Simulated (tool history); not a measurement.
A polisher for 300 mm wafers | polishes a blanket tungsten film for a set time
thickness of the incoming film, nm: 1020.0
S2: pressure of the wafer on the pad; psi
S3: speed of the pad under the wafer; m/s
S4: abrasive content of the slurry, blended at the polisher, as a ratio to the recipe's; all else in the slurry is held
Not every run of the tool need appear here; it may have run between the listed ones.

{"run": 1, "hour": 0.0, "flow of slurry (ml/min)": 290, "S2": 4.7, "S3": 0.9, "S4": 1, "polishing time (s)": 27, "film removed (angstrom)": 1529}
{"run": 2, "hour": 2.2, "flow of slurry (ml/min)": 335, "S2": 4.7, "S3": 0.9, "S4": 1, "polishing time (s)": 27, "film removed (angstrom)": 1548.5}
{"run": 3, "hour": 7.1, "flow of slurry (ml/min)": 335, "S2": 5.8, "S3": 0.9, "S4": 1, "polishing time (s)": 27, "film removed (angstrom)": 1901.1}
{"run": 4, "hour": 9.3, "flow of slurry (ml/min)": 335, "S2": 5.8, "S3": 0.8, "S4": 1, "polishing time (s)": 27, "film removed (angstrom)": 1733.1}
{"run": 5, "hour": 15.9, "flow of slurry (ml/min)": 335, "S2": 5.8, "S3": 1, "S4": 1, "polishing time (s)": 27, "film removed (angstrom)": 2030.7}
{"run": 6, "hour": 16.9, "flow of slurry (ml/min)": 335, "S2": 5.5, "S3": 1, "S4": 1, "polishing time (s)": 27, "film removed (angstrom)": 1960.8}
{"run": 7, "hour": 25.8, "flow of slurry (ml/min)": 335, "S2": 5.2, "S3": 1, "S4": 1, "polishing time (s)": 27, "film removed (angstrom)": 1827.2}
{"run": 8, "hour": 28.7, "flow of slurry (ml/min)": 335, "S2": 5.2, "S3": 1, "S4": 1, "polishing time (s)": 27, "film removed (angstrom)": 1864}
{"run": 9, "hour": 29.6, "flow of slurry (ml/min)": 335, "S2": 5, "S3": 1, "S4": 1, "polishing time (s)": 27, "film removed (angstrom)": 1783.6}
{"run": 10, "hour": 38.5, "flow of slurry (ml/min)": 335, "S2": 4.8, "S3": 1, "S4": 1, "polishing time (s)": 27, "film removed (angstrom)": 1687.6}
{"run": 11, "hour": 44.8, "flow of slurry (ml/min)": 335, "S2": 4.6, "S3": 1, "S4": 1, "polishing time (s)": 27, "film removed (angstrom)": 1631.8}
{"run": 12, "hour": 50.9, "flow of slurry (ml/min)": 335, "S2": 4.5, "S3": 1, "S4": 1, "polishing time (s)": 27, "film removed (angstrom)": 1609.4}
{"run": 13, "hour": 52.8, "flow of slurry (ml/min)": 335, "S2": 4.4, "S3": 1, "S4": 1, "polishing time (s)": 27, "film removed (angstrom)": 1591}
{"run": 14, "hour": 57.2, "flow of slurry (ml/min)": 335, "S2": 4.3, "S3": 1, "S4": 1, "polishing time (s)": 27, "film removed (angstrom)": 1551.3}
{"run": 15, "hour": 64.6, "flow of slurry (ml/min)": 335, "S2": 4.2, "S3": 1, "S4": 1, "polishing time (s)": 27, "film removed (angstrom)": 1525.8}
{"run": 16, "hour": 66.3, "flow of slurry (ml/min)": 335, "S2": 4.1, "S3": 1, "S4": 1, "polishing time (s)": 27, "film removed (angstrom)": 1465.3}

Run 17 is up next; what results do you expect?
{"run": 17, "hour": 75.3, "flow of slurry (ml/min)": 335, "S2": 4, "S3": 1, "S4": 1, "polishing time (s)": 27, "film removed (angstrom)": "?"}

Run 17 yielded film removed (angstrom) 1428.7.

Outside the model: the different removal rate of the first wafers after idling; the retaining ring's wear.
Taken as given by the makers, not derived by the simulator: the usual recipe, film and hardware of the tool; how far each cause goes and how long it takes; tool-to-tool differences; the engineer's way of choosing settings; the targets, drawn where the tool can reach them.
